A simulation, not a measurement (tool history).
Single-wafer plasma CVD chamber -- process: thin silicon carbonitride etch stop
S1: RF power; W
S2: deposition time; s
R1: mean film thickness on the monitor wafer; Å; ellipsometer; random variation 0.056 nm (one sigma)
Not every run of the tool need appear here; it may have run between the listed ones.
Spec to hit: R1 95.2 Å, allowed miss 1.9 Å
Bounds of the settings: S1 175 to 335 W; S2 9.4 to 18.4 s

run 1 hour=0 | S1=255 S2=13.9 | R1=83.417
run 2 hour=1.5 | S1=270 S2=14.2 | R1=88.11
run 3 hour=10.2 | S1=280 S2=14.3 | R1=88.685
run 4 hour=14.1 | S1=290 S2=14.5 | R1=90.92
run 5 hour=20.4 | S1=290 S2=12.5 | R1=79.341
run 6 hour=29.1 | S1=290 S2=13.9 | R1=88.393
run 7 hour=31.4 | S1=300 S2=14 | R1=88.618
run 8 hour=36 | S1=305 S2=14.3 | R1=91.569
run 9 hour=39.7 | S1=310 S2=14.4 | R1=93.261
run 10 hour=47 | S1=315 S2=14.4 | R1=93.454

Which single option among these 5 for the next run brings every result within its allowed miss of target? Just one does.
run A hour=54.3 | S1=315 S2=13.8 | R1=?
run B hour=54.3 | S1=300 S2=14.4 | R1=?
run C hour=54.3 | S1=320 S2=14.1 | R1=?
run D hour=54.3 | S1=290 S2=15.2 | R1=?
run E hour=54.3 | S1=270 S2=16.2 | R1=?

move=A R1=89.381
move=B R1=91.819
move=C R1=91.786
move=D R1=95.868
move=E R1=99.844
A: the biggest miss grows against the last run
B: the biggest miss grows against the last run
C: the biggest miss grows against the last run
D: meets every target
E: moves the result that the last run missed by most past its target, out the other side
Correct choice: D, which meets every target
